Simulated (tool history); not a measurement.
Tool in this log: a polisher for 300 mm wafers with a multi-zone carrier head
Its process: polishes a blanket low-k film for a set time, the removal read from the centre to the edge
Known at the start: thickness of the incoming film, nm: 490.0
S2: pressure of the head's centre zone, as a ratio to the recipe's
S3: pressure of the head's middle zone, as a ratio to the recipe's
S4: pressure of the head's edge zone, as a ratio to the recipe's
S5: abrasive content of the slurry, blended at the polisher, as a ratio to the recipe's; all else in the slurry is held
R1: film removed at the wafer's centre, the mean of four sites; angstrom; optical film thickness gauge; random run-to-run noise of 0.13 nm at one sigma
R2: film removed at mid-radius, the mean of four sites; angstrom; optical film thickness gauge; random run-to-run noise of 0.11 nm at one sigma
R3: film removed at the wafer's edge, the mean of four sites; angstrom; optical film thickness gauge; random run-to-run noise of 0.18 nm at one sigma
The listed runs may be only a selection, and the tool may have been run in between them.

{"run": 1, "hour": 0.0, "flow of slurry (ml/min)": 225, "S2": 1, "S3": 1, "S4": 1, "S5": 1, "polishing time (s)": 68, "R1": 180.49, "R2": 179.33, "R3": 184.68}
{"run": 2, "hour": 5.3, "flow of slurry (ml/min)": 225, "S2": 1, "S3": 0.95, "S4": 1, "S5": 1, "polishing time (s)": 68, "R1": 183.29, "R2": 175.71, "R3": 185.97}
{"run": 3, "hour": 9.5, "flow of slurry (ml/min)": 225, "S2": 1, "S3": 0.95, "S4": 0.96, "S5": 1, "polishing time (s)": 68, "R1": 183.11, "R2": 171.49, "R3": 179.44}
{"run": 4, "hour": 16.0, "flow of slurry (ml/min)": 225, "S2": 1, "S3": 0.95, "S4": 0.9, "S5": 1, "polishing time (s)": 68, "R1": 179.93, "R2": 175.06, "R3": 171.25}
{"run": 5, "hour": 22.9, "flow of slurry (ml/min)": 220, "S2": 1, "S3": 0.92, "S4": 0.9, "S5": 0.9, "polishing time (s)": 67, "R1": 172.93, "R2": 165.32, "R3": 169.22}
{"run": 6, "hour": 27.9, "flow of slurry (ml/min)": 225, "S2": 1.02, "S3": 0.9, "S4": 0.89, "S5": 0.8, "polishing time (s)": 63, "R1": 159.28, "R2": 142.69, "R3": 150.77}
{"run": 7, "hour": 28.7, "flow of slurry (ml/min)": 225, "S2": 1.02, "S3": 0.89, "S4": 0.88, "S5": 0.75, "polishing time (s)": 62, "R1": 158.26, "R2": 140.33, "R3": 144.8}
{"run": 8, "hour": 36.6, "flow of slurry (ml/min)": 220, "S2": 1.01, "S3": 0.87, "S4": 0.88, "S5": 0.7, "polishing time (s)": 61, "R1": 149.67, "R2": 132.88, "R3": 136.62}
{"run": 9, "hour": 44.2, "flow of slurry (ml/min)": 215, "S2": 1, "S3": 0.86, "S4": 0.9, "S5": 0.65, "polishing time (s)": 61, "R1": 144.62, "R2": 127.04, "R3": 135.99}
{"run": 10, "hour": 45.4, "flow of slurry (ml/min)": 210, "S2": 0.99, "S3": 0.85, "S4": 0.89, "S5": 0.65, "polishing time (s)": 61, "R1": 142.26, "R2": 126.6, "R3": 137.81}
{"run": 11, "hour": 50.3, "flow of slurry (ml/min)": 210, "S2": 0.99, "S3": 0.85, "S4": 0.88, "S5": 0.6, "polishing time (s)": 61, "R1": 139.49, "R2": 124.13, "R3": 131.38}

The next listed run, before its measurement:
{"run": 12, "hour": 54.4, "flow of slurry (ml/min)": 205, "S2": 0.99, "S3": 0.84, "S4": 0.88, "S5": 0.6, "polishing time (s)": 61, "R1": "?", "R2": "?", "R3": "?"}

Run 12 gave R1 138.31 angstrom, R2 122.18 angstrom, R3 131.98 angstrom.
